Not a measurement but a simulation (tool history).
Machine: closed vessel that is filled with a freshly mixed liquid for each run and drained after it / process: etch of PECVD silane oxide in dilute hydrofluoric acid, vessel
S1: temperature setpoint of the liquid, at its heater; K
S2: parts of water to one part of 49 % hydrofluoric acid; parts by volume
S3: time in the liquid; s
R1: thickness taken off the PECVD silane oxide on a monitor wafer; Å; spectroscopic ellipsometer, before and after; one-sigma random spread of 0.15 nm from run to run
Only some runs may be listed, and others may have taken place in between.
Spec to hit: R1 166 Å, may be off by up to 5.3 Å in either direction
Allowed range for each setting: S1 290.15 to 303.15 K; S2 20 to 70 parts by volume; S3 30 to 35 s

run	day	S1	S2	S3	R1
1	0	295.15	40	35	311.36
2	0.325	293.65	45	35	254.78
3	0.712	293.65	45	35	255.91
4	1.025	292.65	50	35	221.85
5	1.333	292.65	55	35	199.22
6	1.583	290.65	55	35	181.37
7	1.871	290.15	55	35	175.61
8	2.088	290.15	55	30	152.89
9	2.212	290.65	55	30	157.81
10	2.388	291.15	55	30	156.38

Pick the move, out of 4, that brings all results within their allowed miss; only one does.
A	2.562	291.15	50	30	?
B	2.562	292.15	50	30	?
C	2.562	290.15	55	35	?
D	2.562	290.65	60	35	?

move	R1
A	174.99
B	182.68
C	176.75
D	164.64
A: the result that was furthest off in the last run now lies on the other side of its target
B: the result that was furthest off in the last run now lies on the other side of its target
C: the result that was furthest off in the last run now lies on the other side of its target
D: meets every target
D meets every target.
